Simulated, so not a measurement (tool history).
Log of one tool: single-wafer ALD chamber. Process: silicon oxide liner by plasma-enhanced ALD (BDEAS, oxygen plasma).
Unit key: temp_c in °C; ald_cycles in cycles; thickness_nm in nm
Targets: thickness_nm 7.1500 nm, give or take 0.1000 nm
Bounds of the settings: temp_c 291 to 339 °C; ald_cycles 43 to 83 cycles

{"run": 1, "hour": 0.0, "temp_c": 315, "ald_cycles": 63, "thickness_nm": 5.7391}
{"run": 2, "hour": 1.7, "temp_c": 314, "ald_cycles": 66, "thickness_nm": 6.0102}
{"run": 3, "hour": 2.7, "temp_c": 314, "ald_cycles": 70, "thickness_nm": 6.3705}
{"run": 4, "hour": 4.1, "temp_c": 320, "ald_cycles": 70, "thickness_nm": 6.3474}
{"run": 5, "hour": 10.7, "temp_c": 320, "ald_cycles": 72, "thickness_nm": 6.5142}
{"run": 6, "hour": 15.9, "temp_c": 313, "ald_cycles": 72, "thickness_nm": 6.5622}
{"run": 7, "hour": 21.3, "temp_c": 313, "ald_cycles": 73, "thickness_nm": 6.6873}
{"run": 8, "hour": 28.9, "temp_c": 312, "ald_cycles": 74, "thickness_nm": 6.7859}
{"hour": 30.7, "done": "thermocouple changed; heater temperature recalibrated"}
{"run": 9, "hour": 30.7, "temp_c": 312, "ald_cycles": 75, "thickness_nm": 6.7802}
{"run": 10, "hour": 39.2, "temp_c": 312, "ald_cycles": 76, "thickness_nm": 6.8901}

4 next moves are on the table. One of them brings every result within its allowed miss. Which?
{"run": "A", "hour": 47.7, "temp_c": 310, "ald_cycles": 71, "thickness_nm": "?"}
{"run": "B", "hour": 47.7, "temp_c": 339, "ald_cycles": 75, "thickness_nm": "?"}
{"run": "C", "hour": 47.7, "temp_c": 315, "ald_cycles": 79, "thickness_nm": "?"}
{"run": "D", "hour": 47.7, "temp_c": 315, "ald_cycles": 72, "thickness_nm": "?"}

move=A thickness_nm=6.4395
move=B thickness_nm=6.4837
move=C thickness_nm=7.1072
move=D thickness_nm=6.4774
A: further off than the last run
B: further off than the last run
C: hits every target within its allowed miss
D: further off than the last run
So the answer is move C, the one that meets all the targets.
